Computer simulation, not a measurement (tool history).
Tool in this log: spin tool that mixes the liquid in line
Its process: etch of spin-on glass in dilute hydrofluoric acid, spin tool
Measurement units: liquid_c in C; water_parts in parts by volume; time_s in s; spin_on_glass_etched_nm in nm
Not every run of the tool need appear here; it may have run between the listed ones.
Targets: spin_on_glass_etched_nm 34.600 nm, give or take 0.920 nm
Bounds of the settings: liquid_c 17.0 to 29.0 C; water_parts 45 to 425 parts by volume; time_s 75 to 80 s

run 1 hour=0.0 | liquid_c=21.0 water_parts=235 time_s=75 | spin_on_glass_etched_nm=14.533
run 2 hour=7.3 | liquid_c=24.0 water_parts=235 time_s=75 | spin_on_glass_etched_nm=16.195
run 3 hour=11.0 | liquid_c=24.0 water_parts=235 time_s=75 | spin_on_glass_etched_nm=16.237
run 4 hour=13.7 | liquid_c=24.5 water_parts=220 time_s=75 | spin_on_glass_etched_nm=18.094
run 5 hour=17.8 | liquid_c=25.0 water_parts=210 time_s=75 | spin_on_glass_etched_nm=19.514
run 6 hour=23.5 | liquid_c=25.0 water_parts=265 time_s=75 | spin_on_glass_etched_nm=14.526
run 7 hour=27.2 | liquid_c=25.5 water_parts=245 time_s=75 | spin_on_glass_etched_nm=16.257
run 8 hour=33.1 | liquid_c=25.5 water_parts=245 time_s=75 | spin_on_glass_etched_nm=16.327
run 9 hour=35.4 | liquid_c=25.5 water_parts=245 time_s=75 | spin_on_glass_etched_nm=16.298
run 10 hour=42.1 | liquid_c=26.0 water_parts=230 time_s=75 | spin_on_glass_etched_nm=18.223
run 11 hour=48.4 | liquid_c=26.5 water_parts=220 time_s=75 | spin_on_glass_etched_nm=19.309
run 12 hour=55.0 | liquid_c=29.0 water_parts=125 time_s=75 | spin_on_glass_etched_nm=41.984
run 13 hour=62.3 | liquid_c=28.5 water_parts=125 time_s=75 | spin_on_glass_etched_nm=41.044
run 14 hour=71.0 | liquid_c=28.0 water_parts=125 time_s=75 | spin_on_glass_etched_nm=40.258
run 15 hour=78.4 | liquid_c=24.0 water_parts=130 time_s=75 | spin_on_glass_etched_nm=32.967
run 16 hour=87.3 | liquid_c=24.5 water_parts=130 time_s=75 | spin_on_glass_etched_nm=33.759
run 17 hour=95.1 | liquid_c=24.5 water_parts=130 time_s=75 | spin_on_glass_etched_nm=34.173
run 18 hour=95.8 | liquid_c=24.5 water_parts=130 time_s=75 | spin_on_glass_etched_nm=33.213

Next run, 4 choices. One meets every target within its allowed miss, the rest don't. Which?
run A hour=96.5 | liquid_c=26.5 water_parts=150 time_s=75 | spin_on_glass_etched_nm=?
run B hour=96.5 | liquid_c=26.0 water_parts=140 time_s=75 | spin_on_glass_etched_nm=?
run C hour=96.5 | liquid_c=21.5 water_parts=120 time_s=80 | spin_on_glass_etched_nm=?
run D hour=96.5 | liquid_c=24.5 water_parts=140 time_s=75 | spin_on_glass_etched_nm=?

move=A spin_on_glass_etched_nm=31.111
move=B spin_on_glass_etched_nm=33.113
move=C spin_on_glass_etched_nm=35.414
move=D spin_on_glass_etched_nm=31.277
A: moves away from the targets compared with the last run
B: moves away from the targets compared with the last run
C: hits every target within its allowed miss
D: moves away from the targets compared with the last run
So the answer is move C, the one that meets all the targets.
